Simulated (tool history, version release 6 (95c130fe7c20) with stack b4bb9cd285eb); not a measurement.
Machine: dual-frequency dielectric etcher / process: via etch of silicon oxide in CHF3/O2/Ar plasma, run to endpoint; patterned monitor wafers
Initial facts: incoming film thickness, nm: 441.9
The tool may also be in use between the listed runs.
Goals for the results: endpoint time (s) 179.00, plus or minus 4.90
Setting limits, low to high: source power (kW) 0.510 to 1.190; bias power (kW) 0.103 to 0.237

{"run": 1, "day": 0.0, "source power (kW)": 0.85, "bias power (kW)": 0.17, "endpoint time (s)": 201.63}
{"run": 2, "day": 0.362, "source power (kW)": 0.91, "bias power (kW)": 0.174, "endpoint time (s)": 196.68}
{"run": 3, "day": 0.492, "source power (kW)": 0.83, "bias power (kW)": 0.174, "endpoint time (s)": 204.06}
{"run": 4, "day": 0.588, "source power (kW)": 0.89, "bias power (kW)": 0.179, "endpoint time (s)": 196.33}
{"run": 5, "day": 0.858, "source power (kW)": 0.93, "bias power (kW)": 0.183, "endpoint time (s)": 193.37}
{"day": 0.892, "done": "source power generator calibrated"}
{"run": 6, "day": 0.892, "source power (kW)": 0.97, "bias power (kW)": 0.187, "endpoint time (s)": 186.63}
{"run": 7, "day": 0.992, "source power (kW)": 0.99, "bias power (kW)": 0.189, "endpoint time (s)": 186.22}
{"run": 8, "day": 1.304, "source power (kW)": 1.01, "bias power (kW)": 0.191, "endpoint time (s)": 186.25}

Consider the 5 candidate settings below. Which is the only one whose results all fall within their allowed miss of target?
{"run": "A", "day": 1.617, "source power (kW)": 0.97, "bias power (kW)": 0.19, "endpoint time (s)": "?"}
{"run": "B", "day": 1.617, "source power (kW)": 0.9, "bias power (kW)": 0.188, "endpoint time (s)": "?"}
{"run": "C", "day": 1.617, "source power (kW)": 1.16, "bias power (kW)": 0.219, "endpoint time (s)": "?"}
{"run": "D", "day": 1.617, "source power (kW)": 1.08, "bias power (kW)": 0.177, "endpoint time (s)": "?"}
{"run": "E", "day": 1.617, "source power (kW)": 0.94, "bias power (kW)": 0.214, "endpoint time (s)": "?"}

move=A endpoint_time_(s)=190.20
move=B endpoint_time_(s)=194.90
move=C endpoint_time_(s)=169.14
move=D endpoint_time_(s)=191.62
move=E endpoint_time_(s)=180.73
A: the biggest miss grows against the last run
B: the biggest miss grows against the last run
C: the result that was furthest off in the last run now lies on the other side of its target
D: the biggest miss grows against the last run
E: every result within its allowed miss
Correct choice: E, which meets every target
